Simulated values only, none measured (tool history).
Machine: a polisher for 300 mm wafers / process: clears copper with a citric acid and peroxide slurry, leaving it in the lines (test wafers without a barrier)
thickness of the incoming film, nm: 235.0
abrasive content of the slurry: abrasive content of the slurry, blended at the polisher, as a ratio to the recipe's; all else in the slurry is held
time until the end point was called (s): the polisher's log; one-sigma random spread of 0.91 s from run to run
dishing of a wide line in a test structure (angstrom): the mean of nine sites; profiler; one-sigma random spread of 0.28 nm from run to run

run,hour,flow of slurry (ml/min),pressure of the wafer on the pad (kPa),speed of the pad under the wafer (m/s),abrasive content of the slurry,overpolish time after the end point (s),time until the end point was called (s),dishing of a wide line in a test structure (angstrom)
1,0.0,315,20.7,1.16,1.00,17,87.025,271.98
2,3.4,385,20.7,1.16,1.00,17,87.592,275.13
3,10.2,385,20.7,1.16,1.15,17,83.586,296.92
4,17.1,385,20.7,1.16,1.15,20,82.784,317.16
5,26.0,385,25.5,1.16,1.15,20,68.901,377.23
6,34.9,335,23.4,1.22,1.00,16,75.545,304.85
7,40.2,300,22.1,1.28,0.90,13,77.776,255.48
8,46.3,275,20.0,1.36,0.80,11,82.201,210.76

Run 9 is up next; what results do you expect?
9,47.7,255,17.9,1.46,0.75,10,?,?

Logged for run 9: time until the end point was called (s) 89.210, dishing of a wide line in a test structure (angstrom) 191.02.

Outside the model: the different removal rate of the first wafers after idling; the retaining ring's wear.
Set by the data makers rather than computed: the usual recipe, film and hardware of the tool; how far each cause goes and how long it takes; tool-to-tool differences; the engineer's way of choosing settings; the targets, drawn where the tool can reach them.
